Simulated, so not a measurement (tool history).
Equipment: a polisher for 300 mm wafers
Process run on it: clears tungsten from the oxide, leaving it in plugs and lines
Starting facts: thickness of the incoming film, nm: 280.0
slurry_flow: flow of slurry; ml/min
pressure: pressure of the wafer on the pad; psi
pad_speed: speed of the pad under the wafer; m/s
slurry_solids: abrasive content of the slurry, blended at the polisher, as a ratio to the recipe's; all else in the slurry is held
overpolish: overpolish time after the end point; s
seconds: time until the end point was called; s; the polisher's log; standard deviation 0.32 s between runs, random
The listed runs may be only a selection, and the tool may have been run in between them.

run  hour  slurry_flow  pressure  pad_speed  slurry_solids  overpolish  seconds
  1   0.0          240       4.4       1.06            1.0          14   45.355
  2   8.9          185       4.4       1.06            1.0          14   47.103
  3  16.6          185       4.4       1.06            1.0          11   46.203
  4  23.9          185       4.4       1.20            1.0          11   42.773
  5  28.4          190       4.7       1.20            1.0          11   39.845
  6  29.4          195       4.9       1.20            1.0          11   39.609
  7  30.5          195       5.2       1.20            1.0          11   37.934
  8  34.0          195       5.5       1.20            1.0          11   37.170
  9  38.7          195       5.7       1.22            1.0          11   36.082
 10  40.2          195       5.9       1.24            1.0          11   34.049
 11  46.3          195       6.1       1.24            1.0          11   33.368
 12  48.0          195       6.2       1.24            1.0          11   33.719
 13  55.9          200       6.3       1.26            1.0          11   32.494
 14  58.7          200       6.4       1.26            1.0          11   31.812
 15  64.5          200       6.5       1.26            1.0          11   31.786
 16  72.1          200       6.6       1.26            1.0          11   31.895

Forecast run 17:
 17  74.9          200       6.6       1.28            1.0          11        ?

For run 17 the tool returned seconds 31.231 s.
